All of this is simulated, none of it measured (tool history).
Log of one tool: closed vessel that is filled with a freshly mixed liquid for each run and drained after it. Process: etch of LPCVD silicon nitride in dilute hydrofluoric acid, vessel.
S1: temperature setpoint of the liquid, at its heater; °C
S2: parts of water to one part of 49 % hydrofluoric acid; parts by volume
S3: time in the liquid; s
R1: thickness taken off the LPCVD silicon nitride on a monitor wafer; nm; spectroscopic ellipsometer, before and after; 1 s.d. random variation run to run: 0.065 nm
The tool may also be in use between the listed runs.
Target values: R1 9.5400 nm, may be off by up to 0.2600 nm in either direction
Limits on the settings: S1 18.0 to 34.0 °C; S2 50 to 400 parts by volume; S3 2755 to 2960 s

| run | hour | S1 | S2 | S3 | R1 |
|---|---|---|---|---|---|
| 1 | 0.0 | 26.0 | 225 | 2755 | 7.1701 |
| 2 | 1.1 | 26.0 | 275 | 2755 | 5.7874 |
| 3 | 4.9 | 26.0 | 210 | 2755 | 7.6889 |
| 4 | 11.0 | 27.0 | 210 | 2755 | 8.1737 |
| 5 | 18.6 | 27.0 | 210 | 2755 | 8.1666 |
| 6 | 25.3 | 24.0 | 210 | 2755 | 6.7850 |
| 7 | 26.5 | 25.5 | 210 | 2755 | 7.5477 |
| 8 | 34.7 | 26.5 | 210 | 2755 | 7.9183 |
| 9 | 39.9 | 26.5 | 210 | 2755 | 7.9391 |
| 10 | 44.1 | 30.0 | 210 | 2755 | 9.8339 |

Of the 5 settings listed for the next run, only one would bring every result within its allowed miss of target. Which one?
| A | 48.3 | 30.5 | 210 | 2860 | ? |
| B | 48.3 | 30.5 | 235 | 2895 | ? |
| C | 48.3 | 29.0 | 195 | 2900 | ? |
| D | 48.3 | 27.0 | 170 | 2840 | ? |
| E | 48.3 | 31.5 | 225 | 2840 | ? |

| move | R1 |
|---|---|
| A | 10.4850 |
| B | 9.4575 |
| C | 10.4810 |
| D | 10.4260 |
| E | 10.2870 |
A: further off than the last run
B: all results land within tolerance of their targets
C: further off than the last run
D: further off than the last run
E: further off than the last run
The right move is B.
